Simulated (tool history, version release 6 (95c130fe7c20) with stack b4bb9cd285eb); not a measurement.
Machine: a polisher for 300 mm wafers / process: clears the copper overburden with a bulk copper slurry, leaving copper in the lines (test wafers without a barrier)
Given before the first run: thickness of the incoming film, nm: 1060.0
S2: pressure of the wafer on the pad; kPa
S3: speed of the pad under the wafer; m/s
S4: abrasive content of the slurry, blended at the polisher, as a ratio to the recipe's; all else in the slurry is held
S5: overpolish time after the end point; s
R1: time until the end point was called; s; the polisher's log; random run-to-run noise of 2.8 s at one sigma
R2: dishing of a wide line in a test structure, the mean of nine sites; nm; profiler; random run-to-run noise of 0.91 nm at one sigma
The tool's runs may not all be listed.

Run 1, day 0: flow of slurry (ml/min) 160, S2 15.9 kPa, S3 1.36 m/s, S4 1, S5 23 s. Result: R1 128.59 s, R2 90.996 nm.
Run 2, day 0.054: flow of slurry (ml/min) 125, S2 15.9 kPa, S3 1.36 m/s, S4 1, S5 23 s. Result: R1 139.03 s, R2 82.823 nm.
Run 3, day 0.25: flow of slurry (ml/min) 120, S2 13.8 kPa, S3 1.36 m/s, S4 1, S5 19 s. Result: R1 155.08 s, R2 70.206 nm.
Run 4, day 0.5: flow of slurry (ml/min) 115, S2 12.4 kPa, S3 1.36 m/s, S4 1, S5 16 s. Result: R1 170.67 s, R2 55.517 nm.
Run 5, day 0.567: flow of slurry (ml/min) 115, S2 11 kPa, S3 1.36 m/s, S4 1, S5 16 s. Result: R1 188.7 s, R2 52.869 nm.
Run 6, day 0.892: flow of slurry (ml/min) 115, S2 11 kPa, S3 1.22 m/s, S4 1, S5 16 s. Result: R1 206.93 s, R2 48.649 nm.

What does the tool deliver on the next run?
Run 7, day 1.012: flow of slurry (ml/min) 115, S2 11 kPa, S3 1.22 m/s, S4 1, S5 15 s. Result: R1 ?, R2 ?.

Run 7 came out at R1 205.1 s, R2 48.539 nm.
